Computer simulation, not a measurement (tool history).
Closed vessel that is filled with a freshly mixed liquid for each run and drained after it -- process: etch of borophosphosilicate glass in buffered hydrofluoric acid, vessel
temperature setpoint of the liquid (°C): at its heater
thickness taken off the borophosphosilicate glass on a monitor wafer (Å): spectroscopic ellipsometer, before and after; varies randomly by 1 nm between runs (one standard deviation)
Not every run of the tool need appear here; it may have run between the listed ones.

run	hour	temperature setpoint of the liquid (°C)	parts of 40 % ammonium fluoride to one part of 49 % hydrofluoric acid (parts by volume)	time in the liquid (s)	thickness taken off the borophosphosilicate glass on a monitor wafer (Å)
1	0	23	7.5	30	1001
2	6.2	24.5	7.5	30	1072.6
3	14.1	24.5	6	30	1362.9
4	22.4	24.5	5	30	1593.9
5	25.8	24.5	5	30	1568.1
6	30.2	24	5	30	1532.3
7	35	24	5	30	1562.3
8	41.1	23.5	5	30	1513.5

Run 9 has not been measured yet. What should we expect?
9	49.9	23	5	30	?

Run 9 yielded thickness taken off the borophosphosilicate glass on a monitor wafer (Å) 1470.7.
